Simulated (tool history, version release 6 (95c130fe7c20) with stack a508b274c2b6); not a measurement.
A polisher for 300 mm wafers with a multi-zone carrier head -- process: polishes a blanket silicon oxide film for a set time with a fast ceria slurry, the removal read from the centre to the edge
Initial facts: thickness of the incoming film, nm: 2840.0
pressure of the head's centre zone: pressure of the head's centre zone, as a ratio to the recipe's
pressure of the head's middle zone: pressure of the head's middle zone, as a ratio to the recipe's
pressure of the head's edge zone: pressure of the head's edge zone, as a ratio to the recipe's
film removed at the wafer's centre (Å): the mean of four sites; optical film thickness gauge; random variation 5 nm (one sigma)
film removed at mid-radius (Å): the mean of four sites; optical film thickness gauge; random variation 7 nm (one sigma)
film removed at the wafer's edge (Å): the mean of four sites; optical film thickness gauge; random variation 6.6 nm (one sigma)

| run | hour | flow of slurry (ml/min) | pressure of the head's centre zone | pressure of the head's middle zone | pressure of the head's edge zone | polishing time (s) | film removed at the wafer's centre (Å) | film removed at mid-radius (Å) | film removed at the wafer's edge (Å) |
|---|---|---|---|---|---|---|---|---|---|
| 1 | 0.0 | 305 | 1.00 | 1.00 | 1.00 | 81 | 9985.3 | 9828.1 | 9582.0 |
| 2 | 5.6 | 305 | 1.04 | 1.00 | 1.00 | 81 | 10333.0 | 9921.0 | 9735.4 |
| 3 | 11.0 | 340 | 1.04 | 1.00 | 1.00 | 81 | 10350.0 | 9974.6 | 9862.2 |
| 4 | 11.7 | 340 | 1.04 | 1.00 | 0.94 | 81 | 10425.0 | 10025.0 | 9481.2 |
| 5 | 16.4 | 335 | 0.97 | 0.96 | 0.93 | 77 | 9307.0 | 9063.7 | 8963.2 |
| 6 | 21.5 | 335 | 0.97 | 0.96 | 0.98 | 77 | 9392.1 | 9224.0 | 9288.5 |
| 7 | 27.6 | 315 | 0.92 | 0.94 | 0.95 | 74 | 8539.3 | 8655.3 | 8646.7 |

Predict the results of run 8:
| 8 | 34.4 | 295 | 0.88 | 0.91 | 0.92 | 73 | ? | ? | ? |

Run 8 yielded film removed at the wafer's centre (Å) 8204.1, film removed at mid-radius (Å) 8226.3, film removed at the wafer's edge (Å) 8466.3.
